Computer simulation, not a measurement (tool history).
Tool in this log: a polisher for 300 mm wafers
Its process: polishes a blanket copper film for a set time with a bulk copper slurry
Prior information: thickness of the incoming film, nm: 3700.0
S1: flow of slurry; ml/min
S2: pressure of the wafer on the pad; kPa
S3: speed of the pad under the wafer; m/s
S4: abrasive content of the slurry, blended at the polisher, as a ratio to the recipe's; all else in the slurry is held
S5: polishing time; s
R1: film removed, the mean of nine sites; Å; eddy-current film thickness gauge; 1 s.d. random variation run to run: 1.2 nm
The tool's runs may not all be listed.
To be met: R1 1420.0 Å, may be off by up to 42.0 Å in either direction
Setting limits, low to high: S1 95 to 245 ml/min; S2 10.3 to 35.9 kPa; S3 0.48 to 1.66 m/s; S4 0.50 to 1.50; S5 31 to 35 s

Run 1, hour 0.0: S1 155 ml/min, S2 22.8 kPa, S3 1.06 m/s, S4 1.00, S5 35 s. Result: R1 3913.6 Å.
Run 2, hour 1.6: S1 155 ml/min, S2 22.8 kPa, S3 1.06 m/s, S4 1.00, S5 35 s. Result: R1 3904.8 Å.
Run 3, hour 2.7: S1 155 ml/min, S2 26.9 kPa, S3 1.06 m/s, S4 1.00, S5 35 s. Result: R1 4556.9 Å.
Run 4, hour 7.7: S1 155 ml/min, S2 26.9 kPa, S3 1.06 m/s, S4 1.10, S5 35 s. Result: R1 4721.0 Å.
Run 5, hour 9.0: S1 155 ml/min, S2 26.9 kPa, S3 1.06 m/s, S4 1.30, S5 35 s. Result: R1 4889.0 Å.
Run 6, hour 15.3: S1 155 ml/min, S2 24.8 kPa, S3 1.00 m/s, S4 1.30, S5 35 s. Result: R1 4242.3 Å.
Run 7, hour 19.4: S1 130 ml/min, S2 17.9 kPa, S3 0.70 m/s, S4 1.25, S5 35 s. Result: R1 2098.3 Å.
Run 8, hour 27.1: S1 130 ml/min, S2 17.2 kPa, S3 0.70 m/s, S4 1.25, S5 35 s. Result: R1 1979.7 Å.
Run 9, hour 33.7: S1 130 ml/min, S2 17.2 kPa, S3 0.70 m/s, S4 1.25, S5 35 s. Result: R1 2044.3 Å.
Run 10, hour 35.6: S1 130 ml/min, S2 16.5 kPa, S3 0.70 m/s, S4 1.25, S5 35 s. Result: R1 1932.8 Å.
Run 11, hour 42.7: S1 130 ml/min, S2 15.9 kPa, S3 0.70 m/s, S4 1.25, S5 35 s. Result: R1 1866.8 Å.
Run 12, hour 43.2: S1 130 ml/min, S2 15.2 kPa, S3 0.70 m/s, S4 1.25, S5 35 s. Result: R1 1819.8 Å.
Run 13, hour 51.4: S1 130 ml/min, S2 15.2 kPa, S3 0.70 m/s, S4 1.25, S5 35 s. Result: R1 1759.8 Å.
Run 14, hour 59.9: S1 115 ml/min, S2 10.3 kPa, S3 0.70 m/s, S4 1.25, S5 35 s. Result: R1 1197.7 Å.
Run 15, hour 63.9: S1 120 ml/min, S2 10.3 kPa, S3 0.70 m/s, S4 1.25, S5 35 s. Result: R1 1217.6 Å.
Run 16, hour 65.8: S1 125 ml/min, S2 10.3 kPa, S3 0.70 m/s, S4 1.25, S5 35 s. Result: R1 1227.4 Å.
At hour 70.6: head pressure recalibrated.
Run 17, hour 70.6: S1 170 ml/min, S2 13.1 kPa, S3 0.70 m/s, S4 1.25, S5 35 s. Result: R1 1822.5 Å.

5 next moves are on the table. One of them brings every result within its allowed miss. Which?
Run A, hour 75.4: S1 200 ml/min, S2 11.7 kPa, S3 0.68 m/s, S4 1.10, S5 33 s. Result: R1 ?.
Run B, hour 75.4: S1 155 ml/min, S2 11.7 kPa, S3 0.74 m/s, S4 1.30, S5 31 s. Result: R1 ?.
Run C, hour 75.4: S1 185 ml/min, S2 12.4 kPa, S3 0.68 m/s, S4 1.30, S5 31 s. Result: R1 ?.
Run D, hour 75.4: S1 165 ml/min, S2 11.7 kPa, S3 0.62 m/s, S4 1.10, S5 35 s. Result: R1 ?.
Run E, hour 75.4: S1 160 ml/min, S2 14.5 kPa, S3 0.52 m/s, S4 1.35, S5 34 s. Result: R1 ?.

move      R1
   A  1503.3
   B  1521.1
   C  1525.1
   D  1417.5
   E  1478.2
A: nearer the targets than the last run, but a result is still out of spec
B: nearer the targets than the last run, but a result is still out of spec
C: nearer the targets than the last run, but a result is still out of spec
D: in spec on every target
E: nearer the targets than the last run, but a result is still out of spec
Go with D: it meets all targets.

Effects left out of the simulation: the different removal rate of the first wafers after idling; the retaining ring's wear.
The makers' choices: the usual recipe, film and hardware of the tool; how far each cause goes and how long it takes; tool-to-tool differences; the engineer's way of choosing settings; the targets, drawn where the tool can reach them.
